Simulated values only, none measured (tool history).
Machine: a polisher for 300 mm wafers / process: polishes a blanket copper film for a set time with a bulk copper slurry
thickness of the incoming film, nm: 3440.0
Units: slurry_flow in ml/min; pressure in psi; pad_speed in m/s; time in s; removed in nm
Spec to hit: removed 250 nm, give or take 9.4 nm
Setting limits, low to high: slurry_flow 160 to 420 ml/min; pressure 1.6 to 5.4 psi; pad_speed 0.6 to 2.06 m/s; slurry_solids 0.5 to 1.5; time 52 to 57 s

run 1 day=0 | slurry_flow=270 pressure=3.5 pad_speed=1.32 slurry_solids=1 time=57 | removed=631.79
run 2 day=0.167 | slurry_flow=270 pressure=2.9 pad_speed=1.16 slurry_solids=1 time=57 | removed=467.57
run 3 day=0.488 | slurry_flow=270 pressure=2.9 pad_speed=1.16 slurry_solids=0.8 time=57 | removed=436.66
run 4 day=0.583 | slurry_flow=270 pressure=2.9 pad_speed=1.16 slurry_solids=0.65 time=57 | removed=411.82
run 5 day=0.95 | slurry_flow=270 pressure=2.4 pad_speed=1.16 slurry_solids=0.65 time=57 | removed=334.77
run 6 day=1.271 | slurry_flow=270 pressure=3.3 pad_speed=1.16 slurry_solids=0.65 time=57 | removed=465.46
run 7 day=1.325 | slurry_flow=270 pressure=2.8 pad_speed=1.14 slurry_solids=0.65 time=57 | removed=385.51
-- day=1.558 worn pad replaced by a new one
run 8 day=1.558 | slurry_flow=270 pressure=1.8 pad_speed=1.08 slurry_solids=0.65 time=57 | removed=278.59

Exactly one of the 4 candidate moves below puts every result within its allowed miss. Which one?
run A day=1.792 | slurry_flow=225 pressure=1.9 pad_speed=1 slurry_solids=0.75 time=56 | removed=?
run B day=1.792 | slurry_flow=220 pressure=1.6 pad_speed=1.22 slurry_solids=0.55 time=52 | removed=?
run C day=1.792 | slurry_flow=200 pressure=1.7 pad_speed=1.32 slurry_solids=0.5 time=56 | removed=?
run D day=1.792 | slurry_flow=285 pressure=1.6 pad_speed=1.32 slurry_solids=0.5 time=53 | removed=?

move=A removed=275.06
move=B removed=234.23
move=C removed=274.62
move=D removed=251.89
A: nearer than the last run, and not there yet
B: carries the result that was furthest off beyond its target, to the other side
C: nearer than the last run, and not there yet
D: in spec on every target
Go with D: it meets all targets.
